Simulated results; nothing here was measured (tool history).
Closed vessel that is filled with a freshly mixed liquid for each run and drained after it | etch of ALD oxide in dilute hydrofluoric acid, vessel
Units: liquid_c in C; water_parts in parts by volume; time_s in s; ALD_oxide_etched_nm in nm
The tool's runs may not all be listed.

run 1 day=0.000 | liquid_c=20.0 water_parts=140 time_s=145 | ALD_oxide_etched_nm=20.985
run 2 day=0.067 | liquid_c=21.0 water_parts=140 time_s=145 | ALD_oxide_etched_nm=21.675
run 3 day=0.329 | liquid_c=22.0 water_parts=140 time_s=145 | ALD_oxide_etched_nm=22.864
run 4 day=0.438 | liquid_c=23.0 water_parts=140 time_s=145 | ALD_oxide_etched_nm=23.478
run 5 day=0.538 | liquid_c=23.0 water_parts=160 time_s=145 | ALD_oxide_etched_nm=20.296
run 6 day=0.662 | liquid_c=23.0 water_parts=135 time_s=145 | ALD_oxide_etched_nm=24.352
run 7 day=0.854 | liquid_c=23.5 water_parts=135 time_s=145 | ALD_oxide_etched_nm=25.384

Forecast run 8:
run 8 day=1.204 | liquid_c=24.0 water_parts=135 time_s=145 | ALD_oxide_etched_nm=?

{"run 8": {"ALD_oxide_etched_nm": 25.827}}
